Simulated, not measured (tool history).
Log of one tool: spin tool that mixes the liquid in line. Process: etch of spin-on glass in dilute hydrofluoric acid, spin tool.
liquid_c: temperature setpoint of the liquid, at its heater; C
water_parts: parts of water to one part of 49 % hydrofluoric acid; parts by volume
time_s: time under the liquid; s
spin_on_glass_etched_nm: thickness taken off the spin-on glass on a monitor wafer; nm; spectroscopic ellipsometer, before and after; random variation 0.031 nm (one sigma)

Run 1, hour 0.0: liquid_c 22.0 C, water_parts 105 parts by volume, time_s 50 s. Result: spin_on_glass_etched_nm 9.0712 nm.
Run 2, hour 3.1: liquid_c 21.0 C, water_parts 110 parts by volume, time_s 50 s. Result: spin_on_glass_etched_nm 8.1764 nm.
Run 3, hour 5.3: liquid_c 24.5 C, water_parts 110 parts by volume, time_s 50 s. Result: spin_on_glass_etched_nm 9.3822 nm.
Run 4, hour 11.1: liquid_c 22.5 C, water_parts 110 parts by volume, time_s 50 s. Result: spin_on_glass_etched_nm 8.7544 nm.
Run 5, hour 14.4: liquid_c 25.0 C, water_parts 110 parts by volume, time_s 50 s. Result: spin_on_glass_etched_nm 9.6078 nm.
Run 6, hour 23.0: liquid_c 23.0 C, water_parts 110 parts by volume, time_s 50 s. Result: spin_on_glass_etched_nm 8.8414 nm.

The next listed run, before its measurement:
Run 7, hour 29.9: liquid_c 21.5 C, water_parts 110 parts by volume, time_s 50 s. Result: spin_on_glass_etched_nm ?.

Run 7 gave spin_on_glass_etched_nm 8.4611 nm.
